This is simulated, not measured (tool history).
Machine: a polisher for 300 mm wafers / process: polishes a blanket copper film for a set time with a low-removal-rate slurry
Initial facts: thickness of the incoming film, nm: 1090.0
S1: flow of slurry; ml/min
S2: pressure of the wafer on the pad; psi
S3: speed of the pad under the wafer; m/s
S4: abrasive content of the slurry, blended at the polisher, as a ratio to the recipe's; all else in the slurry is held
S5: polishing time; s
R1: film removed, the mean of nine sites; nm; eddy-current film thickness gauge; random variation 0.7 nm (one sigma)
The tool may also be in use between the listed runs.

{"run": 1, "hour": 0.0, "S1": 150, "S2": 1.9, "S3": 1.4, "S4": 1, "S5": 39, "R1": 111.98}
{"run": 2, "hour": 4.1, "S1": 170, "S2": 1.9, "S3": 1.4, "S4": 1, "S5": 39, "R1": 116.77}
{"run": 3, "hour": 8.7, "S1": 170, "S2": 1.9, "S3": 1.4, "S4": 1.1, "S5": 39, "R1": 117.02}
{"run": 4, "hour": 12.9, "S1": 170, "S2": 1.9, "S3": 1.4, "S4": 1.3, "S5": 39, "R1": 123.2}
{"run": 5, "hour": 16.2, "S1": 165, "S2": 1.6, "S3": 1.36, "S4": 1.3, "S5": 39, "R1": 99.674}
{"run": 6, "hour": 18.2, "S1": 160, "S2": 1.4, "S3": 1.36, "S4": 1.3, "S5": 39, "R1": 88.256}

Run 7 has not been measured yet. What should we expect?
{"run": 7, "hour": 20.5, "S1": 155, "S2": 1.3, "S3": 1.36, "S4": 1.3, "S5": 39, "R1": "?"}

{"run 7": {"R1": 80.876}}
